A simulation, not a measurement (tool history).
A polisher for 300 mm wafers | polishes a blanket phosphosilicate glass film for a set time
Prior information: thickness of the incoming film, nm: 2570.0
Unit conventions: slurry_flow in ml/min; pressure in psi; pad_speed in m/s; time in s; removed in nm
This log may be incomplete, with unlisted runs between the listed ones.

run 1 hour=0 | slurry_flow=215 pressure=3.4 pad_speed=1.2 slurry_solids=1 time=34 | removed=426.95
run 2 hour=1.8 | slurry_flow=215 pressure=3.6 pad_speed=1.2 slurry_solids=1 time=34 | removed=459.21
run 3 hour=10.6 | slurry_flow=215 pressure=3.6 pad_speed=1.2 slurry_solids=1 time=30 | removed=391.75
run 4 hour=13.8 | slurry_flow=215 pressure=3.6 pad_speed=1.2 slurry_solids=1.15 time=30 | removed=428.76
run 5 hour=21.5 | slurry_flow=175 pressure=3.6 pad_speed=1.2 slurry_solids=1.15 time=30 | removed=410.35
run 6 hour=29.1 | slurry_flow=180 pressure=3.8 pad_speed=1.2 slurry_solids=1.15 time=30 | removed=429.76
run 7 hour=36.7 | slurry_flow=190 pressure=4 pad_speed=1.2 slurry_solids=1.15 time=30 | removed=469.11
run 8 hour=44 | slurry_flow=195 pressure=4.1 pad_speed=1.2 slurry_solids=1.15 time=30 | removed=473.93

Predict the results of run 9:
run 9 hour=50.7 | slurry_flow=200 pressure=4.2 pad_speed=1.2 slurry_solids=1.15 time=30 | removed=?

{"run 9": {"removed": 469.52}}

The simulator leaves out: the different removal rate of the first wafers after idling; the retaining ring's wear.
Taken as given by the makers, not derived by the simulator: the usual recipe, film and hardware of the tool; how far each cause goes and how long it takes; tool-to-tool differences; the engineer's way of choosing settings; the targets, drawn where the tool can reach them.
